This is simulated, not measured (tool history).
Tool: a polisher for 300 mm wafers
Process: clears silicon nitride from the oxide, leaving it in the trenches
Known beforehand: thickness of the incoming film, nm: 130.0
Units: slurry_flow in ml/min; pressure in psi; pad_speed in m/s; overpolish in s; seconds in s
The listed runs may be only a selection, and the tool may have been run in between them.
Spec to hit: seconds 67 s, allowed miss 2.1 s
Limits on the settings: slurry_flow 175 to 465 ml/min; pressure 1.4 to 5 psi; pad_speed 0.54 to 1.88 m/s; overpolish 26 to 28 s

Run 1, day 0: slurry_flow 295 ml/min, pressure 3.2 psi, pad_speed 1.2 m/s, overpolish 26 s. Result: seconds 124.01 s.
Run 2, day 0.071: slurry_flow 240 ml/min, pressure 3.2 psi, pad_speed 1.2 m/s, overpolish 26 s. Result: seconds 127.16 s.
Run 3, day 0.362: slurry_flow 180 ml/min, pressure 3.2 psi, pad_speed 1.2 m/s, overpolish 26 s. Result: seconds 130.57 s.
Run 4, day 0.438: slurry_flow 185 ml/min, pressure 3.4 psi, pad_speed 1.22 m/s, overpolish 26 s. Result: seconds 121.92 s.
Run 5, day 0.65: slurry_flow 185 ml/min, pressure 3.4 psi, pad_speed 1.22 m/s, overpolish 26 s. Result: seconds 121.36 s.
Run 6, day 0.917: slurry_flow 175 ml/min, pressure 3.4 psi, pad_speed 1.22 m/s, overpolish 26 s. Result: seconds 122.75 s.
Run 7, day 1.125: slurry_flow 185 ml/min, pressure 3.6 psi, pad_speed 1.24 m/s, overpolish 26 s. Result: seconds 115.18 s.
Run 8, day 1.471: slurry_flow 185 ml/min, pressure 4.5 psi, pad_speed 1.46 m/s, overpolish 26 s. Result: seconds 80.982 s.

Which single option among these 4 for the next run brings every result within its allowed miss of target? Just one does.
Run A, day 1.817: slurry_flow 175 ml/min, pressure 4.9 psi, pad_speed 1.52 m/s, overpolish 26 s. Result: seconds ?.
Run B, day 1.817: slurry_flow 185 ml/min, pressure 4.9 psi, pad_speed 1.66 m/s, overpolish 26 s. Result: seconds ?.
Run C, day 1.817: slurry_flow 215 ml/min, pressure 5 psi, pad_speed 1.46 m/s, overpolish 26 s. Result: seconds ?.
Run D, day 1.817: slurry_flow 225 ml/min, pressure 4.3 psi, pad_speed 1.72 m/s, overpolish 28 s. Result: seconds ?.

move  seconds
   A   72.811
   B   67.135
   C   72.594
   D   72.017
A: closer than the last run, but not yet in spec
B: meets every target
C: closer than the last run, but not yet in spec
D: closer than the last run, but not yet in spec
B meets every target.
